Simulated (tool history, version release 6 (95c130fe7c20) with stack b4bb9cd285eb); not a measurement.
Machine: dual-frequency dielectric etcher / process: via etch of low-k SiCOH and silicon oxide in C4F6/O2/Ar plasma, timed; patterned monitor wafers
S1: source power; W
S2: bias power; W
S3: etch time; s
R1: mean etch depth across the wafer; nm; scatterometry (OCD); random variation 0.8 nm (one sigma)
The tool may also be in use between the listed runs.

run,hour,S1,S2,S3,R1
1,0,260,222,103,273.79
2,5,240,212,103,259.92
3,6.5,260,212,103,269.63
4,12.2,250,206,103,264.95
5,14.3,240,199,103,257.09
6,15.7,210,199,103,241.59
7,23.2,200,197,103,234.31
8,25.5,200,196,103,234.7
9,26.8,200,195,103,235.11
10,31.7,200,194,103,233.35
11,36.5,200,193,103,235.64
12,43.3,200,192,103,233.75

What does the tool deliver on the next run?
13,51.8,200,191,103,?

R1: 232.55 nm
